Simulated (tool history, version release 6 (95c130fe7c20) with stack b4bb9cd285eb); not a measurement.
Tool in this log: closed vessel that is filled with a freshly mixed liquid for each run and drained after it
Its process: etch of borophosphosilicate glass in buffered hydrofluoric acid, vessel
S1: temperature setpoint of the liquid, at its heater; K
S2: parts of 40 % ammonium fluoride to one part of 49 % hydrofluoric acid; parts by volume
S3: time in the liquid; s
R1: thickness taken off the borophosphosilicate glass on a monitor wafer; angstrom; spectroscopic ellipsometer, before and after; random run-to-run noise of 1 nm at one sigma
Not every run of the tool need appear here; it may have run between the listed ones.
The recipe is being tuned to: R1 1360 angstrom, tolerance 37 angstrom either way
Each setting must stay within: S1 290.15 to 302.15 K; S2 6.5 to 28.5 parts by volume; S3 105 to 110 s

run	day	S1	S2	S3	R1
1	0	294.15	17.5	105	663.85
2	0.371	294.15	17.5	110	695.1
3	0.55	294.15	17.5	105	656.72
4	0.912	296.65	16	105	835
5	1.208	296.65	18	105	748.47
6	1.483	298.15	16.5	105	882.9
7	1.708	299.15	15.5	105	995.15
8	1.971	300.15	15	105	1072.4
9	2.329	302.15	12	105	1486.6
10	2.558	301.65	12	105	1467.1
11	2.792	301.15	12	105	1417

Which single option among these 4 for the next run brings every result within its allowed miss of target? Just one does.
A	3.025	299.15	11	110	?
B	3.025	300.15	12.5	105	?
C	3.025	302.15	13	105	?
D	3.025	299.65	11	105	?

move	R1
A	1457.7
B	1294.3
C	1383.8
D	1429
A: moves away from the targets compared with the last run
B: takes the result that was furthest off past its target
C: meets every target
D: moves away from the targets compared with the last run
Correct choice: C, which meets every target

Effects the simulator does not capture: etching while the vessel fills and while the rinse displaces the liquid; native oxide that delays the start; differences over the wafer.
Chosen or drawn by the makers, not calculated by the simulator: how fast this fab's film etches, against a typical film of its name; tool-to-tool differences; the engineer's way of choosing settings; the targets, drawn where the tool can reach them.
